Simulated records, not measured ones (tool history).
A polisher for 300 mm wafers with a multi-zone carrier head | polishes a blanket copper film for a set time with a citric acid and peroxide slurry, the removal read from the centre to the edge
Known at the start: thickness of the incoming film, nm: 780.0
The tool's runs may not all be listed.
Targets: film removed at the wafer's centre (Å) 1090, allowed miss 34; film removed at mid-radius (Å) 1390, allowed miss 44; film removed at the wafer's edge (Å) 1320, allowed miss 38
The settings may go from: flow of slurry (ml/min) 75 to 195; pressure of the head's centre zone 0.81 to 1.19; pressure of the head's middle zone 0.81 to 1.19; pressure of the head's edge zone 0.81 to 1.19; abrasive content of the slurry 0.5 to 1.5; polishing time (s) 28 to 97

run	day	flow of slurry (ml/min)	pressure of the head's centre zone	pressure of the head's middle zone	pressure of the head's edge zone	abrasive content of the slurry	polishing time (s)	film removed at the wafer's centre (Å)	film removed at mid-radius (Å)	film removed at the wafer's edge (Å)
1	0	125	1	1	1	1	62	1043.2	1060.1	1057
2	0.054	125	1	1	1	1	50	820.29	852.25	869.9
3	0.425	125	1	1	1	1.15	50	857.8	887.18	901.53
4	0.646	105	1	1	1	1.15	50	822.12	840	853.57
5	0.812	105	1	1	1	1.15	42	699.59	723.86	714.52
6	1.092	105	1	1	0.96	1.15	42	690.52	704.37	708.01
7	1.333	130	0.98	1.02	1.02	1.25	45	789.69	832.75	836.17
8	1.45	145	0.95	1.06	1.06	1.3	48	857.13	937.18	936.55
9	1.742	155	0.92	1.09	1.08	1.35	51	891.35	1035.9	1011.6
10	2.046	160	0.91	1.11	1.1	1.4	53	953.77	1123.5	1048.7
11	2.329	165	0.88	1.11	1.12	1.45	55	972.12	1186.4	1139.2
12	2.358	170	0.87	1.12	1.14	1.45	56	997.56	1203.7	1167.8
13	2.604	175	0.82	1.18	1.17	1.5	64	1121.7	1478.4	1367.1
14	2.738	170	0.83	1.17	1.16	1.5	64	1103.3	1445.8	1340.1
15	3.012	170	0.83	1.16	1.16	1.5	64	1109.1	1444.8	1342.4

5 next moves are on the table. One of them brings every result within its allowed miss. Which?
A	3.288	155	0.82	1.14	1.14	1.4	65	?	?	?
B	3.288	165	0.84	1.19	1.12	1.5	67	?	?	?
C	3.288	195	0.81	1.17	1.08	1.5	64	?	?	?
D	3.288	180	0.92	1.12	1.19	1.3	63	?	?	?
E	3.288	175	0.85	1.19	1.09	1.45	61	?	?	?

move	film removed at the wafer's centre (Å)	film removed at mid-radius (Å)	film removed at the wafer's edge (Å)
A	1086	1401	1343.7
B	1168.6	1538.9	1404.6
C	1124.3	1487.8	1344.2
D	1144.1	1348.5	1333.9
E	1075.3	1404.1	1261.2
A: meets every target
B: further off than the last run
C: further off than the last run
D: brings the result that was furthest off to its target, and leaves another outside
E: brings the result that was furthest off to its target, and leaves another outside
Move A is the one to make.

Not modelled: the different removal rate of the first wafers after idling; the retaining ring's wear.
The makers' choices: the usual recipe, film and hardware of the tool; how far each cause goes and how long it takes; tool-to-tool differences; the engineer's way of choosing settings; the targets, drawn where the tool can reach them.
